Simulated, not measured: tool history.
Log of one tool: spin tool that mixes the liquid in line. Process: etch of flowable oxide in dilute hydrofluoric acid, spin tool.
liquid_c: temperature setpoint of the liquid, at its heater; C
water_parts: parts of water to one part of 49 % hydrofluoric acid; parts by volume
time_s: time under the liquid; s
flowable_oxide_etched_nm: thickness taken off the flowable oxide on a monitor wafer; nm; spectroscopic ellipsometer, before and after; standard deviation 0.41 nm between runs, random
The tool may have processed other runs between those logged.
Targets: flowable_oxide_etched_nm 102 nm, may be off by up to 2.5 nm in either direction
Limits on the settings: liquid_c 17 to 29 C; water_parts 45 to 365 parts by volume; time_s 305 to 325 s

Run 1, hour 0: liquid_c 21 C, water_parts 205 parts by volume, time_s 305 s. Result: flowable_oxide_etched_nm 43.734 nm.
Run 2, hour 1.3: liquid_c 21 C, water_parts 205 parts by volume, time_s 325 s. Result: flowable_oxide_etched_nm 46.351 nm.
Run 3, hour 5.1: liquid_c 21 C, water_parts 205 parts by volume, time_s 325 s. Result: flowable_oxide_etched_nm 46.476 nm.
Run 4, hour 9.7: liquid_c 23 C, water_parts 180 parts by volume, time_s 325 s. Result: flowable_oxide_etched_nm 58.822 nm.
Run 5, hour 18.1: liquid_c 26.5 C, water_parts 180 parts by volume, time_s 325 s. Result: flowable_oxide_etched_nm 67.22 nm.
Run 6, hour 18.7: liquid_c 27 C, water_parts 165 parts by volume, time_s 325 s. Result: flowable_oxide_etched_nm 75.672 nm.
Run 7, hour 21.9: liquid_c 29 C, water_parts 120 parts by volume, time_s 325 s. Result: flowable_oxide_etched_nm 117.77 nm.
Run 8, hour 28.8: liquid_c 28 C, water_parts 120 parts by volume, time_s 325 s. Result: flowable_oxide_etched_nm 115.19 nm.
Run 9, hour 33.5: liquid_c 27 C, water_parts 120 parts by volume, time_s 325 s. Result: flowable_oxide_etched_nm 109.56 nm.
At hour 35.1: thermometer replaced.
Run 10, hour 35.1: liquid_c 26.5 C, water_parts 120 parts by volume, time_s 325 s. Result: flowable_oxide_etched_nm 117.74 nm.
Run 11, hour 35.9: liquid_c 25 C, water_parts 120 parts by volume, time_s 325 s. Result: flowable_oxide_etched_nm 110.47 nm.
Run 12, hour 39.4: liquid_c 24 C, water_parts 120 parts by volume, time_s 325 s. Result: flowable_oxide_etched_nm 106.42 nm.
Run 13, hour 46.1: liquid_c 23.5 C, water_parts 120 parts by volume, time_s 325 s. Result: flowable_oxide_etched_nm 105.18 nm.

Consider the 5 candidate settings below. Which is the only one whose results all fall within their allowed miss of target?
Run A, hour 52.8: liquid_c 21 C, water_parts 105 parts by volume, time_s 325 s. Result: flowable_oxide_etched_nm ?.
Run B, hour 52.8: liquid_c 23.5 C, water_parts 110 parts by volume, time_s 310 s. Result: flowable_oxide_etched_nm ?.
Run C, hour 52.8: liquid_c 24 C, water_parts 120 parts by volume, time_s 325 s. Result: flowable_oxide_etched_nm ?.
Run D, hour 52.8: liquid_c 23 C, water_parts 115 parts by volume, time_s 310 s. Result: flowable_oxide_etched_nm ?.
Run E, hour 52.8: liquid_c 25.5 C, water_parts 125 parts by volume, time_s 325 s. Result: flowable_oxide_etched_nm ?.

move  flowable_oxide_etched_nm
   A                     109.3
   B                    109.36
   C                    105.91
   D                    101.95
   E                     107.1
A: moves away from the targets compared with the last run
B: moves away from the targets compared with the last run
C: moves away from the targets compared with the last run
D: all results land within tolerance of their targets
E: moves away from the targets compared with the last run
D meets every target.
